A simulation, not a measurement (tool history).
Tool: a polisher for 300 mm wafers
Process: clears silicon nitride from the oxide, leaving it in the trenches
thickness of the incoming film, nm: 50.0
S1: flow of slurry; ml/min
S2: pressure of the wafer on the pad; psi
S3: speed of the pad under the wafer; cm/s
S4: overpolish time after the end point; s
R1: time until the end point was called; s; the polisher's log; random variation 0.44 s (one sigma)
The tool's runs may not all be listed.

{"run": 1, "day": 0.0, "S1": 210, "S2": 1.7, "S3": 106, "S4": 5, "R1": 86.077}
{"run": 2, "day": 0.225, "S1": 215, "S2": 2.0, "S3": 106, "S4": 5, "R1": 73.137}
{"run": 3, "day": 0.412, "S1": 170, "S2": 2.0, "S3": 106, "S4": 5, "R1": 76.272}
{"run": 4, "day": 0.604, "S1": 170, "S2": 1.7, "S3": 106, "S4": 5, "R1": 88.07}
{"run": 5, "day": 0.65, "S1": 180, "S2": 2.0, "S3": 106, "S4": 5, "R1": 75.278}
{"run": 6, "day": 0.979, "S1": 180, "S2": 2.0, "S3": 106, "S4": 4, "R1": 74.419}
{"run": 7, "day": 1.217, "S1": 190, "S2": 2.2, "S3": 106, "S4": 4, "R1": 67.683}
{"run": 8, "day": 1.35, "S1": 200, "S2": 2.4, "S3": 106, "S4": 4, "R1": 61.638}
{"run": 9, "day": 1.717, "S1": 200, "S2": 2.4, "S3": 106, "S4": 4, "R1": 61.17}

The next listed run, before its measurement:
{"run": 10, "day": 1.808, "S1": 205, "S2": 2.5, "S3": 106, "S4": 4, "R1": "?"}

Run 10 gave R1 59.202 s.

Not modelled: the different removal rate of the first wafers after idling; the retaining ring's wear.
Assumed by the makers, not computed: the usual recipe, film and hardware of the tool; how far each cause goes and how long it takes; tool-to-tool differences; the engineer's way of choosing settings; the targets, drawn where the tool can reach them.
